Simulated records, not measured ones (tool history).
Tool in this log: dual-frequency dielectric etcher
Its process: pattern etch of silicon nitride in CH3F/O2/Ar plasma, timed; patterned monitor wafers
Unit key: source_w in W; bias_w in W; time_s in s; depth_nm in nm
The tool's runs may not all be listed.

Run 1, hour 0.0: source_w 380 W, bias_w 78 W, time_s 28.0 s. Result: depth_nm 19.844 nm.
Run 2, hour 1.2: source_w 410 W, bias_w 78 W, time_s 28.0 s. Result: depth_nm 20.569 nm.
Run 3, hour 10.0: source_w 460 W, bias_w 78 W, time_s 28.0 s. Result: depth_nm 21.775 nm.
Run 4, hour 10.9: source_w 410 W, bias_w 77 W, time_s 28.0 s. Result: depth_nm 20.567 nm.
Run 5, hour 13.2: source_w 460 W, bias_w 77 W, time_s 28.0 s. Result: depth_nm 21.595 nm.
Run 6, hour 16.4: source_w 460 W, bias_w 77 W, time_s 28.0 s. Result: depth_nm 21.815 nm.

The next listed run, before its measurement:
Run 7, hour 18.5: source_w 410 W, bias_w 76 W, time_s 28.0 s. Result: depth_nm ?.

Run 7 yielded depth_nm 20.377 nm.
